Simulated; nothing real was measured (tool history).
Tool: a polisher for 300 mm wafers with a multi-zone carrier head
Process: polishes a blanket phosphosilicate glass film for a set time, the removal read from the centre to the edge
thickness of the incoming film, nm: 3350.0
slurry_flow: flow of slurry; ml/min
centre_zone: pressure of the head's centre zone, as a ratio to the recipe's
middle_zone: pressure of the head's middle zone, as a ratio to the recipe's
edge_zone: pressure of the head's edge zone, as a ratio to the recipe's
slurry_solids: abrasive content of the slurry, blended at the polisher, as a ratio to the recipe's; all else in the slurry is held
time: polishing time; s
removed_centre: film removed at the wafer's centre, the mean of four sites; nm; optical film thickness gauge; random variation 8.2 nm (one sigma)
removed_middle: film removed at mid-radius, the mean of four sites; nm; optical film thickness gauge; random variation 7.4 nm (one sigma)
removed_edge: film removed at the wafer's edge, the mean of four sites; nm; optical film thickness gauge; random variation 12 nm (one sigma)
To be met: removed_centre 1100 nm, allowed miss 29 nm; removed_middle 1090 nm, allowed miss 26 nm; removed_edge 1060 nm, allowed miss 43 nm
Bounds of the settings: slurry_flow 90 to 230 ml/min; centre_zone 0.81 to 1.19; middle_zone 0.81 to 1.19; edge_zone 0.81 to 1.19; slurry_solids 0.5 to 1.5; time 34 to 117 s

run,hour,slurry_flow,centre_zone,middle_zone,edge_zone,slurry_solids,time,removed_centre,removed_middle,removed_edge
1,0,150,1,1,1,1,75,900.71,917.79,912.58
2,8.9,160,1.02,1.01,1.02,1,75,925.8,926.25,921.93
3,10.6,160,0.94,1.01,1.02,1,75,853.46,931.42,921.05
4,17.1,160,0.94,1.01,1.02,0.8,75,762.98,823.4,833.18
5,18.9,160,0.94,1.01,1.08,0.8,75,758.78,819.34,824.54
6,27.8,160,0.94,1.05,1.08,0.8,75,754.95,843.19,821.91
7,32.8,165,0.96,1.04,1.08,0.9,75,832.12,906.94,922.01
8,36.1,205,1.06,1.12,1.07,0.9,75,943.65,995.11,913.85
9,42.6,205,1.07,1.12,1.09,0.95,75,980.15,1017.8,951.63
10,50.9,205,1.08,1.12,1.11,0.95,75,988.99,1023.2,958.08
11,53.5,205,1.09,1.12,1.12,0.95,75,1007.9,1024.4,978.86
12,57.9,205,1.1,1.13,1.13,0.95,75,1003.6,1030.6,972.76
13,61.5,205,1.11,1.13,1.14,0.95,75,1014.4,1048.5,975
14,64.1,210,1.11,1.12,1.15,0.95,75,1011,1037.1,977.35
15,71.4,210,1.12,1.12,1.16,1,75,1054.5,1056,1010.9
16,72.1,210,1.12,1.12,1.17,1,75,1062.7,1041.1,1015.6

Which of these 5 next moves meets every target?
A,72.8,215,1.12,1.04,1.19,1.15,72,?,?,?
B,72.8,170,1.04,1.02,1.19,0.95,83,?,?,?
C,72.8,220,1.17,1.16,1.18,1,70,?,?,?
D,72.8,230,1.1,1.09,1.16,0.9,83,?,?,?
E,72.8,220,1.11,0.98,1.16,1,79,?,?,?

move,removed_centre,removed_middle,removed_edge
A,1098.8,1035.1,1048
B,1035.9,1028.5,1067.9
C,1039.3,1029.8,947.73
D,1109.2,1101.5,1058.6
E,1119.3,1012.9,1064.4
A: further off than the last run
B: further off than the last run
C: further off than the last run
D: meets every target
E: further off than the last run
Move D is the one to make.
